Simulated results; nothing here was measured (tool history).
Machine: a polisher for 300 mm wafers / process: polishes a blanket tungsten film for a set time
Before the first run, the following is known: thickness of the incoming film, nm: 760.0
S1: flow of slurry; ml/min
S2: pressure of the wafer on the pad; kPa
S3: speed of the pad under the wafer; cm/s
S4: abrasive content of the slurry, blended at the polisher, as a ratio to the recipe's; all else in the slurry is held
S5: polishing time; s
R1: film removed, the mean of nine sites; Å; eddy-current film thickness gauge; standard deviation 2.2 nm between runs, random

run,hour,S1,S2,S3,S4,S5,R1
1,0,230,16.5,86,1,44,1386.5
2,8.6,230,16.5,72,1,44,1193.9
3,14.8,230,16.5,72,1,39,1031.9
4,16.9,230,16.5,72,1,39,1050.4
5,18.3,230,18.6,74,1,39,1201
6,26.7,230,20,78,1,39,1375.5
7,28.5,230,21.4,80,1,39,1464

What does the tool deliver on the next run?
8,31.8,230,22.1,84,1,39,?

{"run 8": {"R1": 1628.4}}
